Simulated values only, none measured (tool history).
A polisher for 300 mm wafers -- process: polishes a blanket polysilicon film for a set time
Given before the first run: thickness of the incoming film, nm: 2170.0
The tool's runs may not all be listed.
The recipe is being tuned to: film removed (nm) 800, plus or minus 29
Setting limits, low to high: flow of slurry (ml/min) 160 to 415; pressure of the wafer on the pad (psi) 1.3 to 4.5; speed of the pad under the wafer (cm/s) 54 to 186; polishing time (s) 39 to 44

run  hour  flow of slurry (ml/min)  pressure of the wafer on the pad (psi)  speed of the pad under the wafer (cm/s)  polishing time (s)  film removed (nm)
  1     0                      265                                     2.9                                      118                  44             429.27
  2   1.7                      265                                     2.5                                      118                  44             369.81
  3   8.8                      220                                     2.5                                      118                  44             362.44
  4  16.5                      220                                     2.5                                      118                  39             321.77
  5  20.4                      235                                     2.8                                      120                  39             373.92
  6  27.2                      245                                     3.1                                      122                  39             422.08
  7  27.9                      255                                     3.3                                      124                  39             442.23
  8    33                      255                                     4.1                                      158                  40             733.88
  9  34.4                      260                                     4.1                                      158                  40             716.96
 10  41.4                      260                                     4.2                                      158                  40              745.9
 11  50.2                      260                                     4.3                                      158                  40             761.81

Which one of the following 4 next-run settings gets every result inside its allowed miss? There is exactly one.
  A    59                      190                                     4.4                                      134                  44                  ?
  B    59                      250                                     4.3                                      150                  44                  ?
  C    59                      265                                     4.3                                      164                  43                  ?
  D    59                      325                                     4.2                                      166                  44                  ?

move  film removed (nm)
   A             694.29
   B             787.21
   C             845.01
   D             872.35
A: the biggest miss grows against the last run
B: all results land within tolerance of their targets
C: pushes the last run's worst result past its target
D: pushes the last run's worst result past its target
Correct choice: B, which meets every target
